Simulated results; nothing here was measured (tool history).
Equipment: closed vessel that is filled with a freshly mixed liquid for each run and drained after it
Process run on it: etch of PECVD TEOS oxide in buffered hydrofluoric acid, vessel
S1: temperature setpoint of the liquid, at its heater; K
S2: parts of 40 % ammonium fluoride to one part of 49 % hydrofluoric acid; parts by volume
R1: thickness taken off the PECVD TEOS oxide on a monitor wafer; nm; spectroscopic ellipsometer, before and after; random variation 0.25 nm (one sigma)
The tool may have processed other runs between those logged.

{"run": 1, "hour": 0.0, "S1": 294.15, "S2": 20.5, "time in the liquid (s)": 30, "R1": 26.198}
{"run": 2, "hour": 5.8, "S1": 295.65, "S2": 20.5, "time in the liquid (s)": 30, "R1": 28.666}
{"run": 3, "hour": 14.0, "S1": 295.65, "S2": 20.5, "time in the liquid (s)": 30, "R1": 28.593}
{"run": 4, "hour": 15.7, "S1": 292.65, "S2": 20.5, "time in the liquid (s)": 30, "R1": 24.12}
{"run": 5, "hour": 16.4, "S1": 292.65, "S2": 17, "time in the liquid (s)": 30, "R1": 28.941}
{"run": 6, "hour": 18.7, "S1": 292.65, "S2": 21.5, "time in the liquid (s)": 30, "R1": 23.079}

Run 7 comes next. What will it give?
{"run": 7, "hour": 24.5, "S1": 294.65, "S2": 21.5, "time in the liquid (s)": 30, "R1": "?"}

{"run 7": {"R1": 26.059}}

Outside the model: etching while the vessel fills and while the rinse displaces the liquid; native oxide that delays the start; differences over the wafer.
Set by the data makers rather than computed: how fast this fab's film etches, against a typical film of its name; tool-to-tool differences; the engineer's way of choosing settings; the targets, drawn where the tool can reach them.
